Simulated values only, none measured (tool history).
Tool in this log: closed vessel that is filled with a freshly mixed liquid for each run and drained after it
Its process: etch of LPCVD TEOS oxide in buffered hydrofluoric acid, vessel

run  hour  temperature setpoint of the liquid (K)  parts of 40 % ammonium fluoride to one part of 49 % hydrofluoric acid (parts by volume)  time in the liquid (s)  thickness taken off the LPCVD TEOS oxide on a monitor wafer (angstrom)
  1     0                                  298.15                                                                                        7                      85                                                                  3514.5
  2   8.1                                  300.15                                                                                      6.5                      85                                                                  4145.3
  3   8.9                                  300.15                                                                                      6.5                      85                                                                  4149.7
  4  10.5                                  301.65                                                                                      6.5                      85                                                                  4498.8
  5  15.7                                  302.65                                                                                        6                      85                                                                  5059.7
  6  18.4                                  302.65                                                                                        5                      85                                                                  5937.8
  7  20.3                                  303.15                                                                                        5                      85                                                                  6097.4
  8  26.8                                  303.65                                                                                        5                      85                                                                  6230.6

What will run 9 give?
  9  27.8                                  303.65                                                                                        5                      85                                                                       ?

Run 9 came out at thickness taken off the LPCVD TEOS oxide on a monitor wafer (angstrom) 6295.8.
